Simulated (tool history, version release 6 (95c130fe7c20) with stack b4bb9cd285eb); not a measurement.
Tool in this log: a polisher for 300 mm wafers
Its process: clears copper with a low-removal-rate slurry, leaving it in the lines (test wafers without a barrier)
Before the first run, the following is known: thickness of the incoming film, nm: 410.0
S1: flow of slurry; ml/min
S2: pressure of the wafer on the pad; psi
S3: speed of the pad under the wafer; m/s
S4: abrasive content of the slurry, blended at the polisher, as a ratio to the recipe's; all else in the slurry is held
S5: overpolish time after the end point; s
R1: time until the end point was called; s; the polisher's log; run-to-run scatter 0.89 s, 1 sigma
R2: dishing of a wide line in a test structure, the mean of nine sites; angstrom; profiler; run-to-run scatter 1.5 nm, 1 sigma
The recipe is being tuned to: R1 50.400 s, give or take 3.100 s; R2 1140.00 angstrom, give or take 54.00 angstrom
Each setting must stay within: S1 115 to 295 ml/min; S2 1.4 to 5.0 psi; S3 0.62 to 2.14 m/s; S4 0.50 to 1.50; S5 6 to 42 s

| run | hour | S1 | S2 | S3 | S4 | S5 | R1 | R2 |
|---|---|---|---|---|---|---|---|---|
| 1 | 0.0 | 190 | 3.2 | 1.38 | 1.00 | 21 | 88.582 | 597.81 |
| 2 | 0.8 | 190 | 3.2 | 1.38 | 1.00 | 13 | 90.906 | 408.71 |
| 3 | 2.8 | 190 | 3.5 | 1.48 | 1.00 | 17 | 74.961 | 579.82 |
| 4 | 5.8 | 190 | 3.5 | 1.72 | 1.00 | 17 | 66.084 | 643.60 |
| 5 | 8.3 | 190 | 3.5 | 1.72 | 1.20 | 17 | 63.622 | 680.13 |
| 6 | 10.4 | 190 | 3.5 | 1.90 | 1.20 | 17 | 56.799 | 700.23 |
| 7 | 12.4 | 195 | 4.4 | 1.68 | 1.20 | 27 | 53.020 | 1023.80 |
| 8 | 20.0 | 195 | 4.4 | 1.68 | 1.20 | 28 | 54.862 | 1055.80 |
| 9 | 28.1 | 195 | 4.5 | 1.68 | 1.20 | 28 | 53.007 | 1084.60 |

Which of these 4 next moves meets every target?
| A | 36.2 | 170 | 4.7 | 1.72 | 1.30 | 24 | ? | ? |
| B | 36.2 | 195 | 5.0 | 1.56 | 1.35 | 28 | ? | ? |
| C | 36.2 | 195 | 4.6 | 1.76 | 1.10 | 37 | ? | ? |
| D | 36.2 | 185 | 5.0 | 1.76 | 1.10 | 22 | ? | ? |

| move | R1 | R2 |
|---|---|---|
| A | 49.321 | 1011.10 |
| B | 49.423 | 1111.70 |
| C | 49.599 | 1257.60 |
| D | 46.474 | 1001.60 |
A: further off than the last run
B: every result within its allowed miss
C: carries the result that was furthest off beyond its target, to the other side
D: further off than the last run
B is the move that brings every result within its allowed miss.

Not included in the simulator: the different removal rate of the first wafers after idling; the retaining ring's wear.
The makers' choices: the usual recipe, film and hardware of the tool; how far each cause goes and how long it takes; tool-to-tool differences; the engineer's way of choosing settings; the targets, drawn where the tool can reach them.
